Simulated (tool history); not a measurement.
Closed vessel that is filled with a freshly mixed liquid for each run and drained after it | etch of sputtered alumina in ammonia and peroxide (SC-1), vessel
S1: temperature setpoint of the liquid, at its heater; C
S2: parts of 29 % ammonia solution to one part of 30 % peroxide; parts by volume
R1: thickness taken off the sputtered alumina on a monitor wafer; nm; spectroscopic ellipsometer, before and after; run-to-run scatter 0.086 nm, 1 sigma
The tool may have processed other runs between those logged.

Run 1, hour 0.0: S1 51.0 C, S2 0.8 parts by volume, time in the liquid (s) 605. Result: R1 31.190 nm.
Run 2, hour 5.5: S1 51.0 C, S2 0.8 parts by volume, time in the liquid (s) 645. Result: R1 33.131 nm.
Run 3, hour 12.9: S1 51.0 C, S2 0.8 parts by volume, time in the liquid (s) 605. Result: R1 30.950 nm.
Run 4, hour 18.6: S1 51.0 C, S2 0.8 parts by volume, time in the liquid (s) 645. Result: R1 32.969 nm.
Run 5, hour 26.0: S1 51.0 C, S2 0.5 parts by volume, time in the liquid (s) 645. Result: R1 31.730 nm.
Run 6, hour 32.3: S1 48.5 C, S2 0.5 parts by volume, time in the liquid (s) 645. Result: R1 27.373 nm.

Predict the results of run 7:
Run 7, hour 35.9: S1 46.5 C, S2 0.5 parts by volume, time in the liquid (s) 645. Result: R1 ?.

R1: 24.663 nm
